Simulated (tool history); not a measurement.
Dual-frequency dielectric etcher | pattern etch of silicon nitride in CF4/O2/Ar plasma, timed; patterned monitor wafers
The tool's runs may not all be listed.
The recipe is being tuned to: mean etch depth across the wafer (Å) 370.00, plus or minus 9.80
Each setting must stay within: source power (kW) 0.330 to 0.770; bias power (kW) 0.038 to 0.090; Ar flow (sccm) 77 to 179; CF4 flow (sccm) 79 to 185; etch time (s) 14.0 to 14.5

run    day  source power (kW)  bias power (kW)  Ar flow (sccm)  CF4 flow (sccm)  etch time (s)  mean etch depth across the wafer (Å)
  1  0.000              0.550            0.064             128              132           14.0                                301.52
  2  0.267              0.550            0.054             128              132           14.0                                277.51
  3  0.471              0.550            0.047             128              132           14.0                                262.45
  4  0.767              0.490            0.047             128              132           14.0                                239.86
     0.979  -- bias power generator calibrated
  5  0.979              0.580            0.048             128              132           14.0                                274.22
  6  1.208              0.580            0.048             140              132           14.0                                271.61
  7  1.533              0.580            0.048             140              132           14.0                                272.24
  8  1.900              0.690            0.052             138              134           14.0                                326.34
  9  2.254              0.710            0.053             138              134           14.0                                340.21
 10  2.612              0.730            0.053             138              134           14.0                                348.25
 11  2.712              0.740            0.053             138              134           14.0                                351.65
 12  2.946              0.740            0.053             138              134           14.0                                349.79
 13  3.158              0.750            0.054             138              134           14.0                                358.74

Of the 5 settings listed for the next run, only one would bring every result within its allowed miss of target. Which one?
  A  3.371              0.750            0.052             132              133           14.0                                     ?
  B  3.371              0.770            0.054             142              142           14.0                                     ?
  C  3.371              0.700            0.053             130              128           14.5                                     ?
  D  3.371              0.710            0.054             134              138           14.0                                     ?
  E  3.371              0.670            0.057             139              138           14.5                                     ?

move  mean etch depth across the wafer (Å)
   A                                352.15
   B                                367.14
   C                                344.22
   D                                342.53
   E                                343.41
A: the biggest miss grows against the last run
B: meets every target
C: the biggest miss grows against the last run
D: the biggest miss grows against the last run
E: the biggest miss grows against the last run
The right move is B.
